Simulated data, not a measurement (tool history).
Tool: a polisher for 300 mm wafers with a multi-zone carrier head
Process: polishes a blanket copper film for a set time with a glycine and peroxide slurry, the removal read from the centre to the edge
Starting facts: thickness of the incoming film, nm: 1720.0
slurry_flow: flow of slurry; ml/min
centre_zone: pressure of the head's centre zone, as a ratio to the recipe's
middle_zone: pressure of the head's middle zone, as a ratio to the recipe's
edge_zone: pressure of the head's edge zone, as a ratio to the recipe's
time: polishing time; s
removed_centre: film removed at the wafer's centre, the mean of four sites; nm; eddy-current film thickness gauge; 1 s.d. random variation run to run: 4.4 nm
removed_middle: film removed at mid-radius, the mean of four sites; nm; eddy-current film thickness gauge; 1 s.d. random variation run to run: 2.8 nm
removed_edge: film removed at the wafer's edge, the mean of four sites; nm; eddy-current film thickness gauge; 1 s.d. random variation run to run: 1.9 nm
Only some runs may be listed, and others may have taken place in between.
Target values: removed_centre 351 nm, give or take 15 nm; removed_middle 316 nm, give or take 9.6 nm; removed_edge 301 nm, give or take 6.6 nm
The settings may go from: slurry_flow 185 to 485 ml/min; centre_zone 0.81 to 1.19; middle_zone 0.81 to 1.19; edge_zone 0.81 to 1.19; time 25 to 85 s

Run 1, day 0: slurry_flow 310 ml/min, centre_zone 1, middle_zone 1, edge_zone 1, time 55 s. Result: removed_centre 274.54 nm, removed_middle 253.18 nm, removed_edge 256.68 nm.
Run 2, day 0.212: slurry_flow 310 ml/min, centre_zone 1, middle_zone 0.92, edge_zone 1, time 55 s. Result: removed_centre 264.93 nm, removed_middle 236.25 nm, removed_edge 255.02 nm.
Run 3, day 0.446: slurry_flow 310 ml/min, centre_zone 0.96, middle_zone 0.92, edge_zone 1, time 55 s. Result: removed_centre 256.27 nm, removed_middle 241.28 nm, removed_edge 253.31 nm.
Run 4, day 0.654: slurry_flow 240 ml/min, centre_zone 0.96, middle_zone 0.92, edge_zone 1, time 55 s. Result: removed_centre 250.31 nm, removed_middle 232.85 nm, removed_edge 248.26 nm.
Run 5, day 0.958: slurry_flow 315 ml/min, centre_zone 0.96, middle_zone 0.92, edge_zone 1, time 55 s. Result: removed_centre 262.13 nm, removed_middle 238.46 nm, removed_edge 255.17 nm.
Run 6, day 1.017: slurry_flow 350 ml/min, centre_zone 1.01, middle_zone 1, edge_zone 1.02, time 56 s. Result: removed_centre 274.77 nm, removed_middle 261.06 nm, removed_edge 265.13 nm.
Run 7, day 1.338: slurry_flow 350 ml/min, centre_zone 1.01, middle_zone 1, edge_zone 1.02, time 56 s. Result: removed_centre 278.02 nm, removed_middle 263.87 nm, removed_edge 261.83 nm.
Run 8, day 1.533: slurry_flow 350 ml/min, centre_zone 1.05, middle_zone 1.02, edge_zone 1.03, time 58 s. Result: removed_centre 306.4 nm, removed_middle 277.03 nm, removed_edge 274.52 nm.
Run 9, day 1.654: slurry_flow 350 ml/min, centre_zone 1.05, middle_zone 1.02, edge_zone 1.03, time 58 s. Result: removed_centre 297.63 nm, removed_middle 278.81 nm, removed_edge 271.62 nm.
Run 10, day 2.017: slurry_flow 350 ml/min, centre_zone 1.08, middle_zone 1.02, edge_zone 1.05, time 60 s. Result: removed_centre 316.54 nm, removed_middle 284 nm, removed_edge 286.65 nm.
Run 11, day 2.075: slurry_flow 360 ml/min, centre_zone 1.1, middle_zone 1.05, edge_zone 1.06, time 61 s. Result: removed_centre 333.69 nm, removed_middle 298.49 nm, removed_edge 291.52 nm.
Run 12, day 2.296: slurry_flow 370 ml/min, centre_zone 1.11, middle_zone 1.06, edge_zone 1.07, time 61 s. Result: removed_centre 332.89 nm, removed_middle 301.54 nm, removed_edge 292.64 nm.
Run 13, day 2.479: slurry_flow 370 ml/min, centre_zone 1.11, middle_zone 1.06, edge_zone 1.07, time 61 s. Result: removed_centre 333.67 nm, removed_middle 299.04 nm, removed_edge 291.16 nm.
Run 14, day 2.821: slurry_flow 370 ml/min, centre_zone 1.11, middle_zone 1.06, edge_zone 1.07, time 61 s. Result: removed_centre 337.53 nm, removed_middle 302.56 nm, removed_edge 290.96 nm.

Which one of the following 4 next-run settings gets every result inside its allowed miss? There is exactly one.
Run A, day 3.162: slurry_flow 400 ml/min, centre_zone 1.01, middle_zone 1, edge_zone 1.15, time 64 s. Result: removed_centre ?, removed_middle ?, removed_edge ?.
Run B, day 3.162: slurry_flow 415 ml/min, centre_zone 1.02, middle_zone 1.07, edge_zone 0.97, time 62 s. Result: removed_centre ?, removed_middle ?, removed_edge ?.
Run C, day 3.162: slurry_flow 400 ml/min, centre_zone 1.13, middle_zone 1.11, edge_zone 1.11, time 66 s. Result: removed_centre ?, removed_middle ?, removed_edge ?.
Run D, day 3.162: slurry_flow 310 ml/min, centre_zone 1.12, middle_zone 1.08, edge_zone 1.05, time 64 s. Result: removed_centre ?, removed_middle ?, removed_edge ?.

move  removed_centre  removed_middle  removed_edge
   A          319.01           303.2         316.1
   B          313.17          311.92        290.85
   C          368.64          341.51        321.79
   D          346.25           316.9        301.95
A: takes the result that was furthest off past its target
B: lands further from the targets than the last run did
C: takes the result that was furthest off past its target
D: every result within its allowed miss
D is the move that brings every result within its allowed miss.

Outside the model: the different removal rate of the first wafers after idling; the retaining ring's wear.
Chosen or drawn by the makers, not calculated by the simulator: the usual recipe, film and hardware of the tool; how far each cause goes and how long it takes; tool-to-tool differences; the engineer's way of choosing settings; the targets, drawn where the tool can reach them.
